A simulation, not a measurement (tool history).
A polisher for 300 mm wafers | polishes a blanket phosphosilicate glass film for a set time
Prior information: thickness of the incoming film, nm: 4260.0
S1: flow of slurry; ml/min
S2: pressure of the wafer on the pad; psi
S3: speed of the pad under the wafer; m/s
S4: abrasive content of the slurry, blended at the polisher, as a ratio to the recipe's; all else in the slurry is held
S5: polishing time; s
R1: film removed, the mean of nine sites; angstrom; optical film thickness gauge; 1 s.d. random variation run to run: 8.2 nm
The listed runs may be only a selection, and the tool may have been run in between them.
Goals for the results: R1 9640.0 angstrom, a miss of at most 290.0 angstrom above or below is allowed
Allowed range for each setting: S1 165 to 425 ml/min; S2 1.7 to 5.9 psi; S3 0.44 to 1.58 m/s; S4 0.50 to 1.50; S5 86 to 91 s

| run | hour | S1 | S2 | S3 | S4 | S5 | R1 |
|---|---|---|---|---|---|---|---|
| 1 | 0.0 | 275 | 3.8 | 1.00 | 1.00 | 86 | 7681.0 |
| 2 | 2.3 | 275 | 3.8 | 1.00 | 0.95 | 86 | 7580.3 |
| 3 | 8.3 | 275 | 3.9 | 1.00 | 0.95 | 86 | 7601.9 |
| 4 | 13.2 | 275 | 3.9 | 1.00 | 1.10 | 86 | 8125.0 |
| 5 | 18.1 | 275 | 3.9 | 1.00 | 0.95 | 86 | 7718.3 |
| 6 | 20.9 | 300 | 3.9 | 1.00 | 0.95 | 86 | 7797.7 |
| 7 | 24.5 | 310 | 4.8 | 1.02 | 0.95 | 86 | 9118.2 |
| 8 | 29.1 | 310 | 5.0 | 1.02 | 0.95 | 86 | 9292.8 |

Pick the move, out of 4, that brings all results within their allowed miss; only one does.
| A | 33.7 | 295 | 5.1 | 1.02 | 0.90 | 90 | ? |
| B | 33.7 | 325 | 5.3 | 1.02 | 0.80 | 87 | ? |
| C | 33.7 | 320 | 5.0 | 1.18 | 0.85 | 87 | ? |
| D | 33.7 | 235 | 5.6 | 1.08 | 0.90 | 89 | ? |

| move | R1 |
|---|---|
| A | 9647.2 |
| B | 9219.7 |
| C | 10184.0 |
| D | 10387.0 |
A: every result lands within tolerance
B: moves away from the targets compared with the last run
C: moves the result that the last run missed by most past its target, out the other side
D: moves the result that the last run missed by most past its target, out the other side
Move A is the one to make.
